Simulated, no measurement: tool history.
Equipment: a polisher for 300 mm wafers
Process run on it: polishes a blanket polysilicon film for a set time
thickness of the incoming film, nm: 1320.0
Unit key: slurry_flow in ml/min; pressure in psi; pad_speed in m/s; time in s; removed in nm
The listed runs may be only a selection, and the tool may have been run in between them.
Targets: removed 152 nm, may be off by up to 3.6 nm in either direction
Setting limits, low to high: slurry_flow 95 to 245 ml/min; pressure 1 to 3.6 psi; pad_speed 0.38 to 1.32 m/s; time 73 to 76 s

run 1 hour=0 | slurry_flow=155 pressure=2.3 pad_speed=0.84 time=73 | removed=348.78
run 2 hour=1.6 | slurry_flow=155 pressure=2.1 pad_speed=0.84 time=73 | removed=324.25
run 3 hour=4.1 | slurry_flow=130 pressure=2.1 pad_speed=0.84 time=73 | removed=313.98
run 4 hour=9.3 | slurry_flow=155 pressure=2.1 pad_speed=0.84 time=73 | removed=329
run 5 hour=10 | slurry_flow=140 pressure=1.7 pad_speed=0.76 time=73 | removed=248.81
run 6 hour=18.1 | slurry_flow=140 pressure=1.2 pad_speed=0.76 time=73 | removed=201.31
run 7 hour=21.9 | slurry_flow=130 pressure=1.1 pad_speed=0.72 time=73 | removed=179.44
run 8 hour=30.8 | slurry_flow=120 pressure=1.1 pad_speed=0.7 time=73 | removed=170.94
run 9 hour=37.5 | slurry_flow=120 pressure=1.1 pad_speed=0.7 time=73 | removed=169.79
run 10 hour=42 | slurry_flow=115 pressure=1.1 pad_speed=0.7 time=73 | removed=170.32
run 11 hour=48.7 | slurry_flow=110 pressure=1.1 pad_speed=0.68 time=73 | removed=163.95
run 12 hour=49.6 | slurry_flow=105 pressure=1.1 pad_speed=0.68 time=73 | removed=162.08
run 13 hour=54.7 | slurry_flow=100 pressure=1.1 pad_speed=0.68 time=73 | removed=160.8

Which one of the following 5 next-run settings gets every result inside its allowed miss? There is exactly one.
run A hour=59.8 | slurry_flow=125 pressure=1 pad_speed=0.7 time=73 | removed=?
run B hour=59.8 | slurry_flow=105 pressure=1.4 pad_speed=0.58 time=76 | removed=?
run C hour=59.8 | slurry_flow=115 pressure=1.4 pad_speed=0.52 time=75 | removed=?
run D hour=59.8 | slurry_flow=95 pressure=1.1 pad_speed=0.7 time=76 | removed=?
run E hour=59.8 | slurry_flow=95 pressure=1 pad_speed=0.74 time=76 | removed=?

move=A removed=163.93
move=B removed=166.36
move=C removed=151.35
move=D removed=167.8
move=E removed=167.89
A: misses by more than the last run did
B: misses by more than the last run did
C: all results in spec
D: misses by more than the last run did
E: misses by more than the last run did
C is the move that brings every result within its allowed miss.
